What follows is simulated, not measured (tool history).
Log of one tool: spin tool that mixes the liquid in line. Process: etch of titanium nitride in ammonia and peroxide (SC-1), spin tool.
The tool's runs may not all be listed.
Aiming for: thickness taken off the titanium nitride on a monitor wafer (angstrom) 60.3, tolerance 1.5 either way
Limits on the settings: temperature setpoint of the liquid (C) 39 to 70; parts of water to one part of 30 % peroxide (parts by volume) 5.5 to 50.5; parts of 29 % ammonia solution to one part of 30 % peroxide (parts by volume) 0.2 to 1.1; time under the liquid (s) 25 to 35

run  hour  temperature setpoint of the liquid (C)  parts of water to one part of 30 % peroxide (parts by volume)  parts of 29 % ammonia solution to one part of 30 % peroxide (parts by volume)  time under the liquid (s)  thickness taken off the titanium nitride on a monitor wafer (angstrom)
  1     0                                      55                                                             28                                                                            0.6                         35                                                                  17.079
  2   2.8                                    48.5                                                             28                                                                            0.6                         35                                                                   10.67
  3     5                                    48.5                                                             28                                                                           0.75                         35                                                                   11.26
  4  12.8                                    53.5                                                             26                                                                           0.75                         35                                                                  16.535
  5  15.1                                    53.5                                                           19.5                                                                           0.75                         35                                                                  19.542
     23.3  -- heated supply line repaired
  6  23.3                                    53.5                                                           19.5                                                                           0.75                         35                                                                  24.388
  7  26.3                                    56.5                                                           19.5                                                                           0.75                         35                                                                  30.423
  8  31.4                                    58.5                                                           19.5                                                                           0.75                         35                                                                  34.673

Pick the move, out of 4, that brings all results within their allowed miss; only one does.
  A  36.5                                    62.5                                                             12                                                                            0.9                         35                                                                       ?
  B  36.5                                      58                                                           15.5                                                                            0.8                         25                                                                       ?
  C  36.5                                    55.5                                                           37.5                                                                            0.9                         25                                                                       ?
  D  36.5                                    67.5                                                             15                                                                           0.55                         35                                                                       ?

move  thickness taken off the titanium nitride on a monitor wafer (angstrom)
   A                                                                  59.463
   B                                                                  27.098
   C                                                                  14.326
   D                                                                  66.709
A: meets every target
B: misses by more than the last run did
C: misses by more than the last run did
D: takes the result that was furthest off past its target
Answer: A
